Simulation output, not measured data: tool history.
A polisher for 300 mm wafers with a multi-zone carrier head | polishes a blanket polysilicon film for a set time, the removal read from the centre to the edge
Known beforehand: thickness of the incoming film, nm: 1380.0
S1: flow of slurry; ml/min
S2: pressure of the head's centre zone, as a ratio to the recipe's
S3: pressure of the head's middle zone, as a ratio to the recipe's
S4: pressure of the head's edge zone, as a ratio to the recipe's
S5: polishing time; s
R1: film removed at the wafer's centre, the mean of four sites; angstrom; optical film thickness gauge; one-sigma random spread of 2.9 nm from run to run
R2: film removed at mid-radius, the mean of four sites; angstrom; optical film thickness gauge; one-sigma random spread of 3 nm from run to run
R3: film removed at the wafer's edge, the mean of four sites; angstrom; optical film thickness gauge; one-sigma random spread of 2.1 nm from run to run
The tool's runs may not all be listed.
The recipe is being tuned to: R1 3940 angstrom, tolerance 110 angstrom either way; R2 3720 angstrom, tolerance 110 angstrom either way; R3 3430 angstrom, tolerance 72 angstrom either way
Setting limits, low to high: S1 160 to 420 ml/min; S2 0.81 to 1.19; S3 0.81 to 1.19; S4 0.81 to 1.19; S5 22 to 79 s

run,hour,S1,S2,S3,S4,S5,R1,R2,R3
1,0,270,1,1,1,50,4217.1,4387.7,4370.3
2,1.3,270,1,1,0.92,50,4221.9,4278.5,4198.8
3,9.3,270,1.01,1,0.91,49,4174.1,4252.6,4120.1
4,16.1,225,1.01,1,0.91,49,4074.3,4147.7,4031.6
5,20.6,225,1.02,1,0.9,48,4002.1,4007.1,3909.6
6,24.4,220,1.03,1,0.89,48,4037.1,3971.4,3850.1
7,28.9,215,1.03,1,0.88,48,3964.6,3969.6,3860.1
8,31.6,215,1.04,1,0.87,48,4027.6,4018.1,3831.6
9,34,210,1.05,1,0.86,48,4131.9,3991.6,3798.3
10,37,205,1.05,1,0.85,48,4049,3990.4,3796.5
11,40.1,205,1.06,1,0.85,48,4082.5,4015.3,3792.3

Pick the move, out of 4, that brings all results within their allowed miss; only one does.
A,43.2,235,1.18,0.9,0.81,44,?,?,?
B,43.2,165,1.14,0.97,0.84,48,?,?,?
C,43.2,185,1.1,1.08,0.81,45,?,?,?
D,43.2,285,1.08,1,0.82,43,?,?,?

move,R1,R2,R3
A,4241.3,3388.1,3439.5
B,4171.3,3698.2,3638.7
C,3874.9,3887.5,3409.4
D,3896.8,3706.8,3437.1
A: meets the target for the result that was furthest off, but another lies outside its allowed miss
B: closes in on the targets versus the last run, not all within tolerance yet
C: meets the target for the result that was furthest off, but another lies outside its allowed miss
D: all results in spec
The right move is D.

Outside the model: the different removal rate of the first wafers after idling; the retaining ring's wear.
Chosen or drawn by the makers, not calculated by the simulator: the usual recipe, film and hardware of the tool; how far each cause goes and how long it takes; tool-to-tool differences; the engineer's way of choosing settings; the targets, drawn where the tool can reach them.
